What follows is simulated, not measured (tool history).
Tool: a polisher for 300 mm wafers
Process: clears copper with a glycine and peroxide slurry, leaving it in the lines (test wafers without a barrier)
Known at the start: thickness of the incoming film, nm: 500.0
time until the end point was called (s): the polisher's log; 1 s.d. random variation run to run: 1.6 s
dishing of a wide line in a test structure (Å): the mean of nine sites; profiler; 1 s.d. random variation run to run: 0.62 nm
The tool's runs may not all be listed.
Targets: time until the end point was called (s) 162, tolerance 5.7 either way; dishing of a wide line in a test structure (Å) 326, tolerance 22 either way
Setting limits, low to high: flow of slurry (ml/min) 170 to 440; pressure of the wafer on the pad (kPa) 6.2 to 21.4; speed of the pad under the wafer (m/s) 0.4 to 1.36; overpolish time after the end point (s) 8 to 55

run  hour  flow of slurry (ml/min)  pressure of the wafer on the pad (kPa)  speed of the pad under the wafer (m/s)  overpolish time after the end point (s)  time until the end point was called (s)  dishing of a wide line in a test structure (Å)
  1     0                      280                                    13.8                                    0.88                                       28                                   128.91                                          509.29
  2   8.1                      280                                    13.8                                    0.88                                       22                                   127.05                                          424.04
  3  15.2                      280                                    13.8                                    0.88                                       28                                   126.67                                          506.22
  4  16.3                      280                                    13.8                                    0.88                                       19                                   126.12                                           393.8
  5  19.6                      280                                    13.8                                    0.88                                        9                                   126.84                                          224.83
  6  23.9                      215                                    13.8                                    0.88                                        9                                   133.27                                          217.38
  7  27.8                      215                                    13.8                                    0.88                                        9                                   131.82                                          220.23
  8  29.5                      210                                    12.4                                    0.88                                       13                                   140.96                                          281.07
  9  30.4                      210                                       9                                    0.88                                       15                                   175.54                                          254.66
 10  38.4                      210                                       9                                    0.88                                       15                                   176.68                                          264.73
 11  39.2                      210                                       9                                    0.88                                       15                                   179.72                                          251.93
 12  45.4                      220                                     9.7                                    0.88                                       17                                   167.79                                          309.66
 13  53.2                      225                                     9.7                                    0.88                                       17                                   170.01                                          299.21
 14  55.5                      230                                     9.7                                    0.88                                       17                                   166.73                                          300.08
 15  63.9                      235                                     9.7                                    0.88                                       17                                   164.89                                          306.27
 16  69.6                      235                                     9.7                                    0.88                                       17                                   167.38                                          292.82

5 next moves are on the table. One of them brings every result within its allowed miss. Which?
  A  75.3                      220                                    13.1                                     0.6                                       16                                        ?                                               ?
  B  75.3                      290                                    12.4                                    0.62                                       20                                        ?                                               ?
  C  75.3                      230                                      11                                    0.82                                       18                                        ?                                               ?
  D  75.3                      240                                     9.7                                    0.86                                       22                                        ?                                               ?
  E  75.3                      280                                      11                                     0.7                                       17                                        ?                                               ?

move  time until the end point was called (s)  dishing of a wide line in a test structure (Å)
   A                                   177.02                                           284.5
   B                                   174.76                                          343.87
   C                                   160.28                                          333.47
   D                                   169.17                                          372.31
   E                                   174.89                                          300.42
A: its largest miss is bigger than the last run's
B: the worst result of the last run now meets its target, but another is out of spec
C: every result within its allowed miss
D: pushes the last run's worst result past its target
E: its largest miss is bigger than the last run's
So the answer is move C, the one that meets all the targets.
